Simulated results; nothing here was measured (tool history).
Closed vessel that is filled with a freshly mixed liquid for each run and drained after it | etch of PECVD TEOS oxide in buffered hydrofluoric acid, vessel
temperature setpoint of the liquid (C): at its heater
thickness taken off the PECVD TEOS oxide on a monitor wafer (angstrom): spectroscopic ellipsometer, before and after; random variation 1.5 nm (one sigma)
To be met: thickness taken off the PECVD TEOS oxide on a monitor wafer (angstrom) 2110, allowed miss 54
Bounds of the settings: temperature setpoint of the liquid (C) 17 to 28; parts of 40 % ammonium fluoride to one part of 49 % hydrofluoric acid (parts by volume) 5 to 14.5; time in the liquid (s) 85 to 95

| run | hour | temperature setpoint of the liquid (C) | parts of 40 % ammonium fluoride to one part of 49 % hydrofluoric acid (parts by volume) | time in the liquid (s) | thickness taken off the PECVD TEOS oxide on a monitor wafer (angstrom) |
|---|---|---|---|---|---|
| 1 | 0 | 20 | 9 | 85 | 1708.6 |
| 2 | 7.9 | 21.5 | 9 | 85 | 1828.3 |
| 3 | 16.1 | 21.5 | 10 | 85 | 1739.6 |
| 4 | 20.7 | 22 | 10 | 85 | 1766.1 |
| 5 | 26.7 | 22.5 | 10 | 85 | 1796.9 |
| 6 | 28.5 | 23 | 10 | 85 | 1843.5 |
| 7 | 32.9 | 23.5 | 10 | 85 | 1896.5 |
| 8 | 38.3 | 24 | 10 | 85 | 1961.8 |

Which of these 5 next moves meets every target?
| A | 43.7 | 24.5 | 11.5 | 90 | ? |
| B | 43.7 | 25 | 12 | 90 | ? |
| C | 43.7 | 25.5 | 11.5 | 90 | ? |
| D | 43.7 | 25 | 11.5 | 85 | ? |
| E | 43.7 | 24 | 10.5 | 95 | ? |

| move | thickness taken off the PECVD TEOS oxide on a monitor wafer (angstrom) |
|---|---|
| A | 1858.3 |
| B | 1831.7 |
| C | 1961.8 |
| D | 1803.4 |
| E | 2085.9 |
A: further off than the last run
B: further off than the last run
C: as far off as the last run
D: further off than the last run
E: meets every target
Move E is the one to make.
